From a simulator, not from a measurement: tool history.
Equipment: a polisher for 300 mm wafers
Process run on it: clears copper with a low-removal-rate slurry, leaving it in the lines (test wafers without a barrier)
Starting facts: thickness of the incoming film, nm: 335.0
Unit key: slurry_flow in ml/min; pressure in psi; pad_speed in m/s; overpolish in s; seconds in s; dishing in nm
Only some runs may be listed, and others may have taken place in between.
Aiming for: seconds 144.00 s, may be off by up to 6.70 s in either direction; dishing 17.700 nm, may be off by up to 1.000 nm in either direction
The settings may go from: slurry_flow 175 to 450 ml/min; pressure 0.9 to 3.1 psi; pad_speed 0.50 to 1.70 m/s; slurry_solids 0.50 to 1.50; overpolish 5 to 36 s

| run | day | slurry_flow | pressure | pad_speed | slurry_solids | overpolish | seconds | dishing |
|---|---|---|---|---|---|---|---|---|
| 1 | 0.000 | 290 | 2.0 | 1.10 | 1.00 | 18 | 146.27 | 32.596 |
| 2 | 0.317 | 290 | 2.0 | 1.10 | 1.00 | 15 | 149.86 | 27.997 |
| 3 | 0.675 | 290 | 2.0 | 1.10 | 1.00 | 19 | 150.25 | 33.960 |
| 4 | 0.862 | 290 | 2.0 | 1.10 | 0.85 | 19 | 152.87 | 33.220 |
| 5 | 1.192 | 290 | 2.0 | 1.10 | 0.85 | 16 | 154.41 | 28.882 |
| 6 | 1.512 | 290 | 2.0 | 1.10 | 0.85 | 19 | 151.78 | 32.403 |
| 7 | 1.804 | 290 | 2.1 | 1.10 | 0.75 | 16 | 152.27 | 29.147 |
| 8 | 1.925 | 290 | 2.1 | 1.12 | 0.75 | 13 | 148.73 | 23.597 |
| 9 | 1.979 | 285 | 2.1 | 1.12 | 0.75 | 12 | 146.55 | 22.499 |
| 10 | 2.129 | 285 | 2.1 | 1.12 | 0.75 | 11 | 149.29 | 19.881 |
| 11 | 2.471 | 285 | 2.2 | 1.12 | 0.75 | 8 | 143.06 | 15.691 |

Consider the 5 candidate settings below. Which is the only one whose results all fall within their allowed miss of target?
| A | 2.812 | 290 | 2.4 | 1.22 | 0.50 | 6 | ? | ? |
| B | 2.812 | 310 | 1.9 | 1.28 | 0.70 | 7 | ? | ? |
| C | 2.812 | 275 | 2.1 | 1.24 | 0.65 | 10 | ? | ? |
| D | 2.812 | 205 | 2.4 | 1.04 | 0.80 | 7 | ? | ? |
| E | 2.812 | 245 | 2.3 | 1.10 | 0.75 | 9 | ? | ? |

| move | seconds | dishing |
|---|---|---|
| A | 135.49 | 12.895 |
| B | 146.37 | 13.818 |
| C | 141.98 | 19.926 |
| D | 145.14 | 13.990 |
| E | 142.64 | 18.022 |
A: its largest miss is bigger than the last run's
B: its largest miss is bigger than the last run's
C: takes the result that was furthest off past its target
D: its largest miss is bigger than the last run's
E: every result lands within tolerance
E meets every target.
